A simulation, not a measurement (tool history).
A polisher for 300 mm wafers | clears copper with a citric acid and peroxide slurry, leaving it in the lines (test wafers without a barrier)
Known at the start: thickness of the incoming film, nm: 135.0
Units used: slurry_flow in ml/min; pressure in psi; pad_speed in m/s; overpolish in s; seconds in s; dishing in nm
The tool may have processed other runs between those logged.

run	hour	slurry_flow	pressure	pad_speed	slurry_solids	overpolish	seconds	dishing
1	0.0	140	2.1	1.16	1.0	21	81.440	23.916
2	2.8	140	2.1	1.16	0.8	21	84.388	23.205
3	6.4	145	2.3	1.16	0.8	19	77.204	23.338
4	13.2	150	2.4	1.16	0.8	17	74.619	21.846
5	20.5	150	2.4	1.00	0.8	17	84.897	19.679
6	27.4	155	2.5	1.04	0.8	15	79.518	18.502
7	28.1	160	2.6	1.08	0.8	14	73.329	18.487
8	34.8	160	2.7	1.10	0.8	14	69.774	19.621
9	37.8	160	2.8	1.12	0.8	13	65.611	19.429

Expected results for the next run?
10	44.9	160	2.9	1.14	0.8	13	?	?

Run 10 measured seconds 62.700 s, dishing 20.433 nm.

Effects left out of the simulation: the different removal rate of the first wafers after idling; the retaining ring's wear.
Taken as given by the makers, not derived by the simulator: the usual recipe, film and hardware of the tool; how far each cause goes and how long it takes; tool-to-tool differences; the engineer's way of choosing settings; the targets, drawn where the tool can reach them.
